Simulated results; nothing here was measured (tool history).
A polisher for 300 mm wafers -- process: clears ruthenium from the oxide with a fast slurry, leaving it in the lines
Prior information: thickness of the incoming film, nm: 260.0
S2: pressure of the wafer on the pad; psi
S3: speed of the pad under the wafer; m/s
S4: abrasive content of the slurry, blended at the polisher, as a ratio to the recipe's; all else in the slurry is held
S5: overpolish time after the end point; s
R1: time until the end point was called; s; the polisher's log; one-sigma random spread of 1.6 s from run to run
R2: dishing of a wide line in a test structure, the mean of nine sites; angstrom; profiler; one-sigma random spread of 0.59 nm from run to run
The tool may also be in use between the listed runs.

run 1 hour=0.0 | flow_of_slurry_(ml/min)=155 S2=2.5 S3=0.80 S4=1.0 S5=22 | R1=92.491 R2=485.78
run 2 hour=5.0 | flow_of_slurry_(ml/min)=155 S2=2.5 S3=0.80 S4=1.1 S5=22 | R1=90.077 R2=496.97
run 3 hour=8.7 | flow_of_slurry_(ml/min)=120 S2=2.5 S3=0.80 S4=1.1 S5=22 | R1=93.616 R2=467.24
run 4 hour=12.8 | flow_of_slurry_(ml/min)=120 S2=2.5 S3=0.80 S4=1.1 S5=25 | R1=91.235 R2=529.67
run 5 hour=16.6 | flow_of_slurry_(ml/min)=120 S2=2.4 S3=0.80 S4=1.1 S5=23 | R1=94.483 R2=454.74
run 6 hour=24.4 | flow_of_slurry_(ml/min)=120 S2=2.3 S3=0.80 S4=1.1 S5=22 | R1=101.520 R2=445.76
run 7 hour=27.8 | flow_of_slurry_(ml/min)=120 S2=2.3 S3=0.80 S4=1.1 S5=20 | R1=99.540 R2=388.57

Predict the results of run 8:
run 8 hour=29.1 | flow_of_slurry_(ml/min)=120 S2=2.2 S3=0.80 S4=1.1 S5=19 | R1=? R2=?

R1: 108.050 s
R2: 375.83 angstrom
